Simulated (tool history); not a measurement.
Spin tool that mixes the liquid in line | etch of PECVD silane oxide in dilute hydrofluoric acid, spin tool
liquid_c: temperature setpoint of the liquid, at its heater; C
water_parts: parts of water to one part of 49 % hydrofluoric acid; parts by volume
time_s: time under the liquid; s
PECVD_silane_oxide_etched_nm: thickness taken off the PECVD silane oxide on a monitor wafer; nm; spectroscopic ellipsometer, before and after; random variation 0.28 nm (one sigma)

{"run": 1, "hour": 0.0, "liquid_c": 24.0, "water_parts": 180, "time_s": 100, "PECVD_silane_oxide_etched_nm": 20.773}
{"run": 2, "hour": 7.8, "liquid_c": 24.0, "water_parts": 215, "time_s": 100, "PECVD_silane_oxide_etched_nm": 16.963}
{"run": 3, "hour": 10.2, "liquid_c": 26.0, "water_parts": 175, "time_s": 100, "PECVD_silane_oxide_etched_nm": 23.475}
{"run": 4, "hour": 16.6, "liquid_c": 26.0, "water_parts": 175, "time_s": 80, "PECVD_silane_oxide_etched_nm": 18.672}
{"run": 5, "hour": 23.4, "liquid_c": 27.5, "water_parts": 135, "time_s": 85, "PECVD_silane_oxide_etched_nm": 28.303}
{"run": 6, "hour": 24.6, "liquid_c": 28.5, "water_parts": 110, "time_s": 85, "PECVD_silane_oxide_etched_nm": 37.447}

Run 7 comes next. What will it give?
{"run": 7, "hour": 27.3, "liquid_c": 29.5, "water_parts": 100, "time_s": 85, "PECVD_silane_oxide_etched_nm": "?"}

PECVD_silane_oxide_etched_nm: 43.572 nm
